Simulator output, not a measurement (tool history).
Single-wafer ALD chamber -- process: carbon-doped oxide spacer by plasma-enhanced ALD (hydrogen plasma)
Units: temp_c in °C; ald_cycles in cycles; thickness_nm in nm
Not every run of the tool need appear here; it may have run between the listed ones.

run  hour  temp_c  ald_cycles  thickness_nm
  1   0.0     420         583        30.910
  2   1.0     413         583        31.481
  3   6.8     423         583        30.616
  4  12.2     426         554        28.763
  5  19.8     426         472        24.473
  6  21.9     419         472        25.050
  7  28.9     423         469        24.591

For run 8, what comes out?
  8  29.5     426         467             ?

thickness_nm: 24.301 nm
